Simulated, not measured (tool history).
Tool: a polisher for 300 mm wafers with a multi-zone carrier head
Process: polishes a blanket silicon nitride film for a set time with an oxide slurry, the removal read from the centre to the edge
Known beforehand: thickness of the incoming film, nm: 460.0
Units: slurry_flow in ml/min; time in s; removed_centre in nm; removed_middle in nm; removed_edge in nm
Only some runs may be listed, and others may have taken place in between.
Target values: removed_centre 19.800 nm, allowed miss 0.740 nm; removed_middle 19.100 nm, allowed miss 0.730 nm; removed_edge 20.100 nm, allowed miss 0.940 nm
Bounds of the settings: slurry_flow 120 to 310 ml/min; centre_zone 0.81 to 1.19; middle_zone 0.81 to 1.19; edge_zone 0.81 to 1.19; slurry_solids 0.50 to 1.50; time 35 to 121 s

run	hour	slurry_flow	centre_zone	middle_zone	edge_zone	slurry_solids	time	removed_centre	removed_middle	removed_edge
1	0.0	200	1.00	1.00	1.00	1.00	78	33.929	34.451	33.856
2	8.9	195	0.98	0.97	0.97	0.85	73	27.405	27.658	27.653
3	9.6	195	0.98	1.05	0.97	0.85	73	27.813	29.311	27.409
4	14.1	190	0.97	1.00	0.94	0.75	73	24.482	25.126	23.864
5	18.6	180	0.95	0.95	0.92	0.75	73	23.660	24.210	23.676
6	26.7	175	0.94	0.92	0.90	0.70	73	21.699	21.709	21.356
7	30.1	165	0.93	0.90	0.90	0.70	73	21.237	20.799	21.895
# hour 37.6: worn pad replaced by a new one
8	37.6	160	0.93	0.89	0.88	0.70	73	23.231	23.168	24.117
9	44.6	160	0.93	0.89	0.88	0.70	73	22.645	22.854	23.781
10	46.9	185	0.92	0.88	0.89	0.70	73	23.474	22.920	23.948
11	50.1	185	0.92	0.88	0.89	0.70	73	23.611	23.048	24.026

5 candidate next runs follow, results not yet known. Just one meets every target within its allowed miss. Identify it.
A	53.3	120	0.87	0.81	0.96	0.75	62	?	?	?
B	53.3	205	0.83	0.81	1.01	0.60	107	?	?	?
C	53.3	275	1.01	0.83	0.87	0.65	90	?	?	?
D	53.3	120	0.93	0.81	1.05	0.75	67	?	?	?
E	53.3	165	0.94	0.87	0.91	0.75	57	?	?	?

move	removed_centre	removed_middle	removed_edge
A	18.314	18.685	21.371
B	25.016	26.516	30.453
C	29.609	26.043	27.255
D	21.168	20.183	24.118
E	19.192	18.850	19.802
A: puts the biggest miss on target and leaves a different result outside tolerance
B: moves away from the targets compared with the last run
C: moves away from the targets compared with the last run
D: an improvement on the last run, though not all results are within tolerance
E: each result inside its tolerance
So the answer is move E, the one that meets all the targets.

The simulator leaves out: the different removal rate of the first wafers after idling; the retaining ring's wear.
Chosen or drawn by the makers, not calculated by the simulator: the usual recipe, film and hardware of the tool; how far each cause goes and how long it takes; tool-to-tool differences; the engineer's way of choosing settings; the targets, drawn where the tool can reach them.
